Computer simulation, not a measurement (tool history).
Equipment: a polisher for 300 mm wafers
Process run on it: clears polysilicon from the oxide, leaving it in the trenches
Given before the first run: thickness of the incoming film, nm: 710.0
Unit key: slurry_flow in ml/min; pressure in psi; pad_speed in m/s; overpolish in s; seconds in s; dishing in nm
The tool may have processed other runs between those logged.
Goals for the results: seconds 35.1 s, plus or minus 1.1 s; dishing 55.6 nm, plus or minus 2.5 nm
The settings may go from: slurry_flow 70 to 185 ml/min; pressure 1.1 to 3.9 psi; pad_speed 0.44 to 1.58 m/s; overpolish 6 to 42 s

run	hour	slurry_flow	pressure	pad_speed	overpolish	seconds	dishing
1	0	120	2.5	1	21	66.09	52.989
2	7.3	120	1.9	1	21	85.663	51.688
3	7.9	120	1.9	1	29	86.147	53.621
4	9	125	2.1	1	28	77.577	55.262
5	12.6	135	2.1	1	28	75.971	54
6	17.2	135	2.1	1	34	75.777	54.945
7	17.9	140	2.3	1	33	68.824	55.674
8	23.6	145	2.5	1	31	63.741	55.611
9	30.3	145	2.7	1	30	58.895	55.502
# hour 32.9: head pressure recalibrated
10	32.9	145	2.8	1	29	52.426	55.047
11	39.9	145	2.9	1	29	51.034	55.122
12	45.9	145	3	1	29	50.018	56.428
13	46.9	150	3.1	1	28	47.127	54.888
14	49.3	170	3.8	1.02	34	37.547	55.454

Next run, 5 choices. One meets every target within its allowed miss, the rest don't. Which?
A	51.7	155	3.9	1.16	42	?	?
B	51.7	185	3.9	1.12	36	?	?
C	51.7	180	3.9	1.12	36	?	?
D	51.7	185	3.9	1.16	30	?	?
E	51.7	175	3.6	1.16	42	?	?

move	seconds	dishing
A	33.04	54.914
B	33.229	54.914
C	33.364	54.914
D	32.113	54.913
E	34.914	54.914
A: takes the result that was furthest off past its target
B: takes the result that was furthest off past its target
C: takes the result that was furthest off past its target
D: takes the result that was furthest off past its target
E: all results land within tolerance of their targets
The move that meets every target is E.

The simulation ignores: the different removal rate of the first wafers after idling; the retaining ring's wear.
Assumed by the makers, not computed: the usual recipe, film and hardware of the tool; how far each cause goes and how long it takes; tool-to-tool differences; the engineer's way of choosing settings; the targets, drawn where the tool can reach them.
